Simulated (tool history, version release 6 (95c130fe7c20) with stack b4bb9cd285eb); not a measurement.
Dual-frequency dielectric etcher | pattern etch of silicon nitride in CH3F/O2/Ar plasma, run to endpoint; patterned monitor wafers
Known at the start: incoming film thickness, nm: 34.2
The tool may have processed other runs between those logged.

{"run": 1, "hour": 0.0, "source power (kW)": 0.46, "bias power (kW)": 0.063, "endpoint time (s)": 48.303}
{"run": 2, "hour": 1.5, "source power (kW)": 0.38, "bias power (kW)": 0.063, "endpoint time (s)": 51.599}
{"run": 3, "hour": 9.0, "source power (kW)": 0.45, "bias power (kW)": 0.063, "endpoint time (s)": 48.382}
{"run": 4, "hour": 9.7, "source power (kW)": 0.45, "bias power (kW)": 0.056, "endpoint time (s)": 50.007}
{"run": 5, "hour": 13.4, "source power (kW)": 0.5, "bias power (kW)": 0.056, "endpoint time (s)": 48.39}
{"run": 6, "hour": 20.3, "source power (kW)": 0.52, "bias power (kW)": 0.057, "endpoint time (s)": 47.546}
{"run": 7, "hour": 27.7, "source power (kW)": 0.54, "bias power (kW)": 0.058, "endpoint time (s)": 46.598}
{"run": 8, "hour": 35.2, "source power (kW)": 0.55, "bias power (kW)": 0.058, "endpoint time (s)": 46.133}
{"run": 9, "hour": 38.7, "source power (kW)": 0.56, "bias power (kW)": 0.058, "endpoint time (s)": 46.156}
{"run": 10, "hour": 43.3, "source power (kW)": 0.57, "bias power (kW)": 0.058, "endpoint time (s)": 45.407}
{"run": 11, "hour": 49.4, "source power (kW)": 0.58, "bias power (kW)": 0.058, "endpoint time (s)": 45.299}

Expected results for the next run?
{"run": 12, "hour": 53.9, "source power (kW)": 0.59, "bias power (kW)": 0.058, "endpoint time (s)": "?"}

endpoint time (s): 44.843

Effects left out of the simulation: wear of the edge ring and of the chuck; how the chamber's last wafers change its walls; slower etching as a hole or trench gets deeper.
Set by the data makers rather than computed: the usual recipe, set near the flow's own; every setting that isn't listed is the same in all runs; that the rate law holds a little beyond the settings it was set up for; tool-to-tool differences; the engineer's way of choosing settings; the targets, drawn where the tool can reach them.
